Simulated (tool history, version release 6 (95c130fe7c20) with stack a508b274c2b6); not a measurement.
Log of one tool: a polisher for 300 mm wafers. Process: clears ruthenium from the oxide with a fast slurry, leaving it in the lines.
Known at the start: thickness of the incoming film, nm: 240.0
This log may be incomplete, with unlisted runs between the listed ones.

run	hour	flow of slurry (ml/min)	pressure of the wafer on the pad (psi)	speed of the pad under the wafer (m/s)	abrasive content of the slurry	overpolish time after the end point (s)	time until the end point was called (s)	dishing of a wide line in a test structure (angstrom)
1	0.0	155	2.2	1.16	1.00	18	71.004	472.590
2	8.6	155	2.2	1.16	1.10	18	67.158	486.270
3	14.7	150	1.9	1.04	1.20	15	82.730	353.880
4	22.1	145	1.7	0.96	1.30	12	95.416	260.750
5	28.1	170	1.7	0.96	1.30	12	93.879	259.990
6	33.5	190	1.6	0.90	1.35	10	101.070	204.710
7	39.5	220	1.1	0.80	1.50	5	148.380	73.528
8	44.0	205	1.2	0.80	1.45	5	137.640	78.396
9	52.5	205	1.3	0.80	1.40	6	132.330	100.020
10	55.5	205	1.4	0.80	1.35	6	120.800	104.690

Expected results for the next run?
11	58.6	195	1.4	0.80	1.40	6	?	?

{"run 11": {"time until the end point was called (s)": 121.65, "dishing of a wide line in a test structure (angstrom)": 104.74}}
